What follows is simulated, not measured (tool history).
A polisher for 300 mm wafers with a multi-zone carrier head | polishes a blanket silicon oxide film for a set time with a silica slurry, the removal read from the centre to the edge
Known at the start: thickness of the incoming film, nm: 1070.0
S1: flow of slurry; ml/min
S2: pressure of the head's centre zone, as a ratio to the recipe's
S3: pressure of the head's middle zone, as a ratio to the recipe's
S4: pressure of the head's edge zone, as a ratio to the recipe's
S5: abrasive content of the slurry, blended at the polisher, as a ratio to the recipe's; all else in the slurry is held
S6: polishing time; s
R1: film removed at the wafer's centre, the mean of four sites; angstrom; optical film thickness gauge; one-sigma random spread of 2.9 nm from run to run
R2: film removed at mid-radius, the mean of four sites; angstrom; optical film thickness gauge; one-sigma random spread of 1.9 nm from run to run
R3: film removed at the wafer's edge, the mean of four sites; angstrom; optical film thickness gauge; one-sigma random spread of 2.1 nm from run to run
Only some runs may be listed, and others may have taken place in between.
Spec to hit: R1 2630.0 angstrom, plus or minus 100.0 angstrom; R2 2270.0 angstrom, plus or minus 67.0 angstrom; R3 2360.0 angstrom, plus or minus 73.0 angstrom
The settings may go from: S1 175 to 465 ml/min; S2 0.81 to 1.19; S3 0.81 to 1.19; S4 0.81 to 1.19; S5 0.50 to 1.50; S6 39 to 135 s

Run 1, hour 0.0: S1 295 ml/min, S2 1.00, S3 1.00, S4 1.00, S5 1.00, S6 87 s. Result: R1 2883.1 angstrom, R2 2774.5 angstrom, R3 2726.7 angstrom.
Run 2, hour 1.1: S1 295 ml/min, S2 1.06, S3 1.00, S4 1.00, S5 1.00, S6 87 s. Result: R1 3053.8 angstrom, R2 2793.4 angstrom, R3 2752.7 angstrom.
Run 3, hour 1.8: S1 295 ml/min, S2 1.06, S3 1.00, S4 1.00, S5 1.00, S6 106 s. Result: R1 3647.7 angstrom, R2 3398.3 angstrom, R3 3318.3 angstrom.
Run 4, hour 5.9: S1 290 ml/min, S2 1.05, S3 0.97, S4 0.98, S5 0.90, S6 105 s. Result: R1 3397.1 angstrom, R2 3058.7 angstrom, R3 3024.8 angstrom.
Run 5, hour 9.3: S1 255 ml/min, S2 1.05, S3 0.97, S4 0.98, S5 0.90, S6 105 s. Result: R1 3327.1 angstrom, R2 2984.9 angstrom, R3 3001.4 angstrom.
Run 6, hour 16.8: S1 255 ml/min, S2 1.05, S3 1.02, S4 0.98, S5 0.90, S6 105 s. Result: R1 3283.2 angstrom, R2 3124.9 angstrom, R3 2994.1 angstrom.
Run 7, hour 23.1: S1 245 ml/min, S2 1.03, S3 0.99, S4 0.96, S5 0.85, S6 105 s. Result: R1 3138.0 angstrom, R2 2911.0 angstrom, R3 2819.1 angstrom.
Run 8, hour 24.0: S1 235 ml/min, S2 1.00, S3 0.96, S4 0.94, S5 0.85, S6 105 s. Result: R1 3006.7 angstrom, R2 2850.1 angstrom, R3 2769.5 angstrom.
Run 9, hour 26.6: S1 225 ml/min, S2 1.00, S3 0.93, S4 0.93, S5 0.80, S6 105 s. Result: R1 2848.5 angstrom, R2 2573.4 angstrom, R3 2629.9 angstrom.

5 candidate next runs follow, results not yet known. Just one meets every target within its allowed miss. Identify it.
Run A, hour 29.2: S1 190 ml/min, S2 0.81, S3 0.97, S4 0.97, S5 1.00, S6 97 s. Result: R1 ?, R2 ?, R3 ?.
Run B, hour 29.2: S1 275 ml/min, S2 1.08, S3 1.10, S4 0.81, S5 0.85, S6 100 s. Result: R1 ?, R2 ?, R3 ?.
Run C, hour 29.2: S1 265 ml/min, S2 0.88, S3 1.15, S4 0.85, S5 0.75, S6 107 s. Result: R1 ?, R2 ?, R3 ?.
Run D, hour 29.2: S1 175 ml/min, S2 0.97, S3 0.85, S4 1.01, S5 0.75, S6 130 s. Result: R1 ?, R2 ?, R3 ?.
Run E, hour 29.2: S1 300 ml/min, S2 0.98, S3 0.85, S4 0.84, S5 0.90, S6 88 s. Result: R1 ?, R2 ?, R3 ?.

move      R1      R2      R3
   A  2444.0  2897.8  2864.9
   B  3120.9  3063.3  2479.2
   C  2409.3  3020.3  2401.5
   D  3041.2  2700.2  3054.4
   E  2630.6  2295.3  2345.9
A: the biggest miss grows against the last run
B: the biggest miss grows against the last run
C: the biggest miss grows against the last run
D: the biggest miss grows against the last run
E: all results in spec
Move E is the one to make.
